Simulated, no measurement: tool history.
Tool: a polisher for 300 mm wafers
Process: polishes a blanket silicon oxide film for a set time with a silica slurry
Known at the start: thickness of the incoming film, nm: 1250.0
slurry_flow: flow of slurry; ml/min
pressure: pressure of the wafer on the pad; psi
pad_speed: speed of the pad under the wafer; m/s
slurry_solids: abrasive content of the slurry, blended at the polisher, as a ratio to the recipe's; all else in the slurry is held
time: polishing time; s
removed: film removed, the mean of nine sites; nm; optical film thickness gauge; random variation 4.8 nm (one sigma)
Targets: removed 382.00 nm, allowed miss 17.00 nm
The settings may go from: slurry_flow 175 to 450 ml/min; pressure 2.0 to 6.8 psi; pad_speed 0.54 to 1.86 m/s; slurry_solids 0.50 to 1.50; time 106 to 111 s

| run | day | slurry_flow | pressure | pad_speed | slurry_solids | time | removed |
|---|---|---|---|---|---|---|---|
| 1 | 0.000 | 290 | 4.4 | 1.18 | 1.00 | 106 | 312.41 |
| 2 | 0.221 | 290 | 4.6 | 1.18 | 1.00 | 106 | 313.25 |
| 3 | 0.492 | 355 | 4.6 | 1.18 | 1.00 | 106 | 329.89 |
| 4 | 0.633 | 355 | 4.6 | 0.88 | 1.00 | 106 | 253.87 |
| 5 | 0.867 | 355 | 5.0 | 0.88 | 1.00 | 106 | 280.93 |
| 6 | 0.979 | 355 | 5.3 | 0.88 | 1.00 | 106 | 303.41 |
| 7 | 1.162 | 355 | 5.5 | 0.88 | 1.00 | 106 | 306.94 |
| 8 | 1.529 | 355 | 5.7 | 0.88 | 1.00 | 106 | 317.62 |
| 9 | 1.800 | 355 | 5.9 | 0.88 | 1.00 | 106 | 335.10 |
| 10 | 2.100 | 355 | 6.0 | 0.88 | 1.00 | 106 | 337.09 |
| 11 | 2.288 | 355 | 6.1 | 0.88 | 1.00 | 106 | 337.32 |
| 12 | 2.554 | 355 | 6.3 | 0.88 | 1.00 | 106 | 347.99 |
| 13 | 2.808 | 355 | 6.4 | 0.88 | 1.00 | 106 | 359.03 |
| 14 | 3.108 | 355 | 6.5 | 0.88 | 1.00 | 106 | 360.32 |

4 next moves are on the table. One of them brings every result within its allowed miss. Which?
| A | 3.408 | 425 | 6.6 | 0.76 | 0.90 | 111 | ? |
| B | 3.408 | 360 | 6.8 | 0.66 | 1.15 | 111 | ? |
| C | 3.408 | 360 | 6.8 | 0.82 | 1.00 | 111 | ? |
| D | 3.408 | 325 | 6.6 | 0.78 | 1.05 | 106 | ? |

| move | removed |
|---|---|
| A | 332.30 |
| B | 335.71 |
| C | 376.78 |
| D | 340.36 |
A: further off than the last run
B: further off than the last run
C: meets every target
D: further off than the last run
Answer: C
